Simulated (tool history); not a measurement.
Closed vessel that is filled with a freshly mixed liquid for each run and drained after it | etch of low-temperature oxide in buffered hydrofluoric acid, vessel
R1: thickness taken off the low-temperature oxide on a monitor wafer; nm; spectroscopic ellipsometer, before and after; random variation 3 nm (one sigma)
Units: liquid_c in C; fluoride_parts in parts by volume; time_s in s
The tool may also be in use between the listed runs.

run 1 hour=0.0 | liquid_c=24.0 fluoride_parts=9.0 time_s=85 | R1=217.02
run 2 hour=6.1 | liquid_c=23.0 fluoride_parts=9.0 time_s=85 | R1=207.53
run 3 hour=8.7 | liquid_c=21.0 fluoride_parts=9.0 time_s=85 | R1=187.92
run 4 hour=16.9 | liquid_c=22.5 fluoride_parts=9.0 time_s=85 | R1=202.87
run 5 hour=18.1 | liquid_c=22.5 fluoride_parts=9.0 time_s=85 | R1=201.75
run 6 hour=25.6 | liquid_c=24.0 fluoride_parts=9.0 time_s=85 | R1=223.79
run 7 hour=29.2 | liquid_c=25.0 fluoride_parts=9.0 time_s=85 | R1=234.31
run 8 hour=33.3 | liquid_c=26.0 fluoride_parts=9.0 time_s=85 | R1=249.51
run 9 hour=42.0 | liquid_c=26.5 fluoride_parts=9.0 time_s=85 | R1=254.32
run 10 hour=43.5 | liquid_c=26.5 fluoride_parts=9.0 time_s=85 | R1=254.33
run 11 hour=48.3 | liquid_c=26.5 fluoride_parts=9.0 time_s=85 | R1=252.08
run 12 hour=55.5 | liquid_c=27.0 fluoride_parts=9.0 time_s=85 | R1=259.76

Run 13 comes next. What will it give?
run 13 hour=63.8 | liquid_c=27.5 fluoride_parts=9.0 time_s=85 | R1=?

R1: 273.87 nm

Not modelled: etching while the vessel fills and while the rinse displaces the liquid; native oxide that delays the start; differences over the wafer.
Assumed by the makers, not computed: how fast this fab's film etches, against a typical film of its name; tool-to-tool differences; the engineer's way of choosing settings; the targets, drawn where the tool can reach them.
